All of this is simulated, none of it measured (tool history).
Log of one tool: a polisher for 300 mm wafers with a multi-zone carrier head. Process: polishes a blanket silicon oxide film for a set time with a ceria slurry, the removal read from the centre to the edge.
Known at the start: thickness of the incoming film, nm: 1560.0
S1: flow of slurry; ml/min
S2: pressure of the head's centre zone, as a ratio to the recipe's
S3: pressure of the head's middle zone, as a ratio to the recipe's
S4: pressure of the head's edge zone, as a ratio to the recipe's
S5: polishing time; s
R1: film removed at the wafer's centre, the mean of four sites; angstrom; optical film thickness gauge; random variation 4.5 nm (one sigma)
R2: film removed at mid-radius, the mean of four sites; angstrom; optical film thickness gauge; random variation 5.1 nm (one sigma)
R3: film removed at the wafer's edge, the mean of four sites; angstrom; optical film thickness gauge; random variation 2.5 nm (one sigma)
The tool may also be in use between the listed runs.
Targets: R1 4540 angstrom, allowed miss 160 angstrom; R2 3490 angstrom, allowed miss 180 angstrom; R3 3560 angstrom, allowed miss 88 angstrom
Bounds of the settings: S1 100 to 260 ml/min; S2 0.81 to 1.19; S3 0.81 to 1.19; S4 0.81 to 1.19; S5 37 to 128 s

Run 1, day 0: S1 165 ml/min, S2 1, S3 1, S4 1, S5 82 s. Result: R1 2726.5 angstrom, R2 2713.4 angstrom, R3 2647 angstrom.
Run 2, day 0.071: S1 185 ml/min, S2 1.05, S3 0.99, S4 1.01, S5 87 s. Result: R1 3099.2 angstrom, R2 2927.4 angstrom, R3 2875.4 angstrom.
Run 3, day 0.342: S1 200 ml/min, S2 1.09, S3 0.97, S4 1, S5 91 s. Result: R1 3442.6 angstrom, R2 3084.5 angstrom, R3 3036.6 angstrom.
Run 4, day 0.667: S1 210 ml/min, S2 1.12, S3 0.95, S4 1, S5 94 s. Result: R1 3670.3 angstrom, R2 3096.3 angstrom, R3 3170.6 angstrom.
Run 5, day 0.875: S1 220 ml/min, S2 1.14, S3 0.95, S4 0.99, S5 96 s. Result: R1 3932.6 angstrom, R2 3160.6 angstrom, R3 3173.6 angstrom.
Run 6, day 1.217: S1 220 ml/min, S2 1.19, S3 0.95, S4 0.99, S5 96 s. Result: R1 4041.9 angstrom, R2 3177 angstrom, R3 3252.7 angstrom.
Run 7, day 1.554: S1 230 ml/min, S2 1.19, S3 0.95, S4 0.99, S5 98 s. Result: R1 4139.4 angstrom, R2 3365.8 angstrom, R3 3298.6 angstrom.
Run 8, day 1.596: S1 235 ml/min, S2 1.19, S3 0.94, S4 0.99, S5 100 s. Result: R1 4272.4 angstrom, R2 3318.8 angstrom, R3 3387.7 angstrom.
Run 9, day 1.658: S1 240 ml/min, S2 1.19, S3 0.94, S4 0.99, S5 101 s. Result: R1 4202.8 angstrom, R2 3370.5 angstrom, R3 3394.4 angstrom.
Run 10, day 1.833: S1 235 ml/min, S2 1.19, S3 0.94, S4 0.98, S5 102 s. Result: R1 4323.8 angstrom, R2 3456.1 angstrom, R3 3400.8 angstrom.
Run 11, day 1.992: S1 235 ml/min, S2 1.19, S3 0.93, S4 0.98, S5 103 s. Result: R1 4332.3 angstrom, R2 3432 angstrom, R3 3407.3 angstrom.

4 next moves are on the table. One of them brings every result within its allowed miss. Which?
Run A, day 2.15: S1 225 ml/min, S2 1.09, S3 0.96, S4 0.98, S5 101 s. Result: R1 ?, R2 ?, R3 ?.
Run B, day 2.15: S1 225 ml/min, S2 1.19, S3 0.92, S4 0.99, S5 107 s. Result: R1 ?, R2 ?, R3 ?.
Run C, day 2.15: S1 245 ml/min, S2 1.19, S3 0.95, S4 0.85, S5 104 s. Result: R1 ?, R2 ?, R3 ?.
Run D, day 2.15: S1 240 ml/min, S2 1.09, S3 0.92, S4 1.07, S5 102 s. Result: R1 ?, R2 ?, R3 ?.

move      R1      R2      R3
   A  3845.5  3388.8  3360.3
   B  4449.1  3462.8  3579.2
   C  4377.8  3495.4  3266.7
   D  3918.6  3329.8  3566.4
A: further off than the last run
B: meets every target
C: further off than the last run
D: brings the result that was furthest off to its target, and leaves another outside
Answer: B

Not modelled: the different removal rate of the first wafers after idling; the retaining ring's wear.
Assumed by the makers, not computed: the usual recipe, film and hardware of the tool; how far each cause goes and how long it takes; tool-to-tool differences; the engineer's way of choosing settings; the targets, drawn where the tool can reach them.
